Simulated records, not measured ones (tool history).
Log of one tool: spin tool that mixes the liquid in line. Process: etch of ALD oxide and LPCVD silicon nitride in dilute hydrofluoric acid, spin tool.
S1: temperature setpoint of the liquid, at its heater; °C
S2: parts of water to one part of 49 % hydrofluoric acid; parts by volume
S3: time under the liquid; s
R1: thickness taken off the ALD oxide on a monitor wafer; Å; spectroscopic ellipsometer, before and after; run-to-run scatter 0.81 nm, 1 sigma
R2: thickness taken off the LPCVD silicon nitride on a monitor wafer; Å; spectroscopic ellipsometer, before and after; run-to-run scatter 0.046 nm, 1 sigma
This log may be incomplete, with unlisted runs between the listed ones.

run 1 hour=0 | S1=21 S2=130 S3=150 | R1=338.76 R2=4.9135
run 2 hour=4.6 | S1=21 S2=130 S3=120 | R1=281.52 R2=4.0475
run 3 hour=11.5 | S1=24 S2=130 S3=120 | R1=308.49 R2=4.6449
run 4 hour=18.9 | S1=24 S2=130 S3=155 | R1=404.99 R2=6.2792
run 5 hour=19.6 | S1=22.5 S2=130 S3=155 | R1=384.79 R2=5.9342
run 6 hour=20.9 | S1=23.5 S2=105 S3=150 | R1=483.2 R2=7.327
run 7 hour=26.5 | S1=24 S2=90 S3=150 | R1=589.31 R2=9.0379
run 8 hour=28.5 | S1=24 S2=80 S3=150 | R1=685.46 R2=9.1644
run 9 hour=33.9 | S1=24.5 S2=75 S3=145 | R1=706.86 R2=10.671
run 10 hour=42.8 | S1=24 S2=70 S3=145 | R1=759.65 R2=10.732

Expected results for the next run?
run 11 hour=46 | S1=23.5 S2=65 S3=145 | R1=? R2=?

{"run 11": {"R1": 788.87, "R2": 11.2}}
